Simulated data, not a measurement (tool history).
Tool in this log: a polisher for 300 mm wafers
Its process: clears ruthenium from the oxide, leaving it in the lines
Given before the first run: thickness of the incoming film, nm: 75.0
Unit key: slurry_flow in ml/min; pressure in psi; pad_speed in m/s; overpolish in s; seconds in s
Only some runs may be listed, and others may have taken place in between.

run 1 day=0 | slurry_flow=260 pressure=1.4 pad_speed=0.86 overpolish=50 | seconds=138.3
run 2 day=0.208 | slurry_flow=260 pressure=1.7 pad_speed=0.86 overpolish=50 | seconds=119.21
run 3 day=0.554 | slurry_flow=260 pressure=1.7 pad_speed=0.86 overpolish=53 | seconds=118.49
run 4 day=0.704 | slurry_flow=230 pressure=1.7 pad_speed=0.86 overpolish=53 | seconds=120.06
run 5 day=0.833 | slurry_flow=230 pressure=1.7 pad_speed=0.86 overpolish=53 | seconds=122.29
run 6 day=1.058 | slurry_flow=230 pressure=1.7 pad_speed=0.86 overpolish=53 | seconds=118.04
run 7 day=1.129 | slurry_flow=230 pressure=1.4 pad_speed=0.82 overpolish=53 | seconds=144.82
run 8 day=1.5 | slurry_flow=230 pressure=1.2 pad_speed=0.76 overpolish=53 | seconds=175.7
run 9 day=1.85 | slurry_flow=230 pressure=1.1 pad_speed=0.74 overpolish=53 | seconds=194.02
run 10 day=1.95 | slurry_flow=230 pressure=1 pad_speed=0.74 overpolish=53 | seconds=205.93
run 11 day=2.304 | slurry_flow=230 pressure=0.9 pad_speed=0.74 overpolish=53 | seconds=223
-- day=2.554 head pressure recalibrated
run 12 day=2.554 | slurry_flow=230 pressure=0.8 pad_speed=0.74 overpolish=53 | seconds=224.47
run 13 day=2.779 | slurry_flow=230 pressure=0.8 pad_speed=0.72 overpolish=53 | seconds=229.42
run 14 day=2.971 | slurry_flow=230 pressure=0.8 pad_speed=0.72 overpolish=53 | seconds=227.94

For run 15, what comes out?
run 15 day=3.238 | slurry_flow=225 pressure=0.8 pad_speed=0.7 overpolish=53 | seconds=?

seconds: 236.9 s

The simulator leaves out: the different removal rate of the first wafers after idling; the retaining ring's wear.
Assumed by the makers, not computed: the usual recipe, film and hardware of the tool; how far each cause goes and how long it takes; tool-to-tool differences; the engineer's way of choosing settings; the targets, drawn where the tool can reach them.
